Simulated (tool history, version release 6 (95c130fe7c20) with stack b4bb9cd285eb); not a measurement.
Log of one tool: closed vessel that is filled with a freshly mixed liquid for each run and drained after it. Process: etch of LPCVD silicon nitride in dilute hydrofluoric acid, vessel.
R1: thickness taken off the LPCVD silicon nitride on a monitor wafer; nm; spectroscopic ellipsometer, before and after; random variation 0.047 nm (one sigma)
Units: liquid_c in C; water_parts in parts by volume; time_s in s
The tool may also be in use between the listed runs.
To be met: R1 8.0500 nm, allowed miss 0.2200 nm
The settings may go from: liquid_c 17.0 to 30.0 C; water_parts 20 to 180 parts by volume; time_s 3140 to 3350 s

Run 1, hour 0.0: liquid_c 22.0 C, water_parts 100 parts by volume, time_s 3140 s. Result: R1 14.7830 nm.
Run 2, hour 8.0: liquid_c 22.0 C, water_parts 100 parts by volume, time_s 3140 s. Result: R1 15.0680 nm.
Run 3, hour 10.2: liquid_c 21.5 C, water_parts 105 parts by volume, time_s 3140 s. Result: R1 13.8240 nm.
Run 4, hour 17.3: liquid_c 21.5 C, water_parts 105 parts by volume, time_s 3350 s. Result: R1 14.8070 nm.
Run 5, hour 26.4: liquid_c 21.5 C, water_parts 80 parts by volume, time_s 3350 s. Result: R1 19.3190 nm.
Run 6, hour 33.9: liquid_c 21.0 C, water_parts 90 parts by volume, time_s 3350 s. Result: R1 16.5690 nm.
Run 7, hour 39.7: liquid_c 17.0 C, water_parts 130 parts by volume, time_s 3340 s. Result: R1 8.8060 nm.
Run 8, hour 47.7: liquid_c 17.0 C, water_parts 135 parts by volume, time_s 3340 s. Result: R1 8.4830 nm.

5 next moves are on the table. One of them brings every result within its allowed miss. Which?
Run A, hour 55.7: liquid_c 17.5 C, water_parts 125 parts by volume, time_s 3165 s. Result: R1 ?.
Run B, hour 55.7: liquid_c 17.0 C, water_parts 135 parts by volume, time_s 3140 s. Result: R1 ?.
Run C, hour 55.7: liquid_c 18.0 C, water_parts 145 parts by volume, time_s 3345 s. Result: R1 ?.
Run D, hour 55.7: liquid_c 17.5 C, water_parts 140 parts by volume, time_s 3340 s. Result: R1 ?.
Run E, hour 55.7: liquid_c 20.0 C, water_parts 160 parts by volume, time_s 3285 s. Result: R1 ?.

move      R1
   A  9.0747
   B  8.0755
   C  8.5871
   D  8.5778
   E  8.7487
A: further off than the last run
B: meets every target
C: further off than the last run
D: further off than the last run
E: further off than the last run
The right move is B.
